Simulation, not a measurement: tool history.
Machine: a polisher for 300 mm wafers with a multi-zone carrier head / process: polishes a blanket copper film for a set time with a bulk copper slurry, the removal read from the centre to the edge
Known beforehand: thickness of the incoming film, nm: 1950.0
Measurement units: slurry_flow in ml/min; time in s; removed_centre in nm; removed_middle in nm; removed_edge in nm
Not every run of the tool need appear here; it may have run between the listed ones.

Run 1, day 0.000: slurry_flow 230 ml/min, centre_zone 1.00, middle_zone 1.00, edge_zone 1.00, slurry_solids 1.00, time 66 s. Result: removed_centre 331.68 nm, removed_middle 344.43 nm, removed_edge 347.26 nm.
Run 2, day 0.258: slurry_flow 230 ml/min, centre_zone 1.00, middle_zone 1.00, edge_zone 0.92, slurry_solids 1.00, time 66 s. Result: removed_centre 334.37 nm, removed_middle 344.24 nm, removed_edge 335.40 nm.
Run 3, day 0.379: slurry_flow 230 ml/min, centre_zone 1.00, middle_zone 1.00, edge_zone 0.92, slurry_solids 0.90, time 66 s. Result: removed_centre 328.23 nm, removed_middle 333.76 nm, removed_edge 323.92 nm.
Run 4, day 0.604: slurry_flow 230 ml/min, centre_zone 1.00, middle_zone 0.94, edge_zone 0.92, slurry_solids 0.90, time 66 s. Result: removed_centre 334.55 nm, removed_middle 320.60 nm, removed_edge 333.00 nm.
Run 5, day 0.875: slurry_flow 230 ml/min, centre_zone 0.92, middle_zone 0.94, edge_zone 0.92, slurry_solids 0.90, time 66 s. Result: removed_centre 305.57 nm, removed_middle 316.78 nm, removed_edge 322.49 nm.
Run 6, day 1.233: slurry_flow 230 ml/min, centre_zone 0.92, middle_zone 0.90, edge_zone 0.92, slurry_solids 0.90, time 66 s. Result: removed_centre 299.14 nm, removed_middle 307.18 nm, removed_edge 327.80 nm.
Run 7, day 1.300: slurry_flow 275 ml/min, centre_zone 1.02, middle_zone 1.00, edge_zone 1.02, slurry_solids 1.15, time 76 s. Result: removed_centre 411.98 nm, removed_middle 424.39 nm, removed_edge 418.85 nm.
Run 8, day 1.325: slurry_flow 275 ml/min, centre_zone 1.02, middle_zone 1.00, edge_zone 1.02, slurry_solids 1.15, time 76 s. Result: removed_centre 420.40 nm, removed_middle 424.37 nm, removed_edge 430.86 nm.

Predict the results of run 9:
Run 9, day 1.500: slurry_flow 320 ml/min, centre_zone 1.12, middle_zone 1.07, edge_zone 1.00, slurry_solids 1.25, time 76 s. Result: removed_centre ?, removed_middle ?, removed_edge ?.

{"run 9": {"removed_centre": 482.83, "removed_middle": 460.39, "removed_edge": 428.1}}
